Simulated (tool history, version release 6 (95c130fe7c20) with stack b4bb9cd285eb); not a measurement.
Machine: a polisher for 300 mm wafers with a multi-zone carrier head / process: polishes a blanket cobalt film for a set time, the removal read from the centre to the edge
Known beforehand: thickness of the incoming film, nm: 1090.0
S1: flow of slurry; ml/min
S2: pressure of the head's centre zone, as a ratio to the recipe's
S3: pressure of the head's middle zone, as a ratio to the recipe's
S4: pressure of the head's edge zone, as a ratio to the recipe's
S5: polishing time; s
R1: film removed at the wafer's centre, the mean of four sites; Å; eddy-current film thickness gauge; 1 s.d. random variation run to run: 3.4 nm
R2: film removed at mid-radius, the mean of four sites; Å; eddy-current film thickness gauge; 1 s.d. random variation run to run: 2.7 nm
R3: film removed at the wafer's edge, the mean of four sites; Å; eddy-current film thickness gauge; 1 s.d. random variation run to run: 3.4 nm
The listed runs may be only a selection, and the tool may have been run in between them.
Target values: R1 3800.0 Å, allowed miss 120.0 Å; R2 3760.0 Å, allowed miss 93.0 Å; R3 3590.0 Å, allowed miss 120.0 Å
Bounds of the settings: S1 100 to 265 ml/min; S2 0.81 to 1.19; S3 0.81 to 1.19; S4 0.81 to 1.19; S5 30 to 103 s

run,hour,S1,S2,S3,S4,S5,R1,R2,R3
1,0.0,170,1.00,1.00,1.00,66,3070.9,3098.6,3080.3
2,4.8,180,1.01,1.01,1.02,66,3102.2,3197.6,3143.2
3,7.1,205,1.01,1.01,1.02,66,3200.8,3251.6,3181.8
4,11.6,205,1.08,1.01,1.02,66,3430.3,3201.7,3177.3
5,16.8,205,1.08,1.01,1.02,52,2674.1,2529.7,2521.3
6,23.2,210,1.09,1.03,1.04,54,2840.0,2702.7,2614.7
7,32.1,210,1.09,1.03,1.05,56,2910.1,2776.7,2723.9
8,39.6,215,1.09,1.04,1.06,58,3065.6,2912.2,2890.9
9,45.4,260,1.14,1.14,1.16,65,3661.3,3577.8,3362.4
10,47.8,260,1.14,1.14,1.16,66,3716.3,3635.0,3472.6

Exercise: of the 4 proposed moves below, exactly one satisfies all targets within the stated allowed misses. Which move is it?
A,50.2,260,1.12,1.13,1.14,69,?,?,?
B,50.2,205,1.19,1.12,1.11,72,?,?,?
C,50.2,245,1.15,1.18,1.10,67,?,?,?
D,50.2,260,1.17,1.16,1.08,71,?,?,?

move,R1,R2,R3
A,3809.4,3758.2,3608.8
B,4099.9,3790.8,3645.3
C,3773.2,3743.9,3428.4
D,4096.7,3942.0,3620.8
A: every result lands within tolerance
B: puts the biggest miss on target and leaves a different result outside tolerance
C: puts the biggest miss on target and leaves a different result outside tolerance
D: takes the result that was furthest off past its target
Correct choice: A, which meets every target
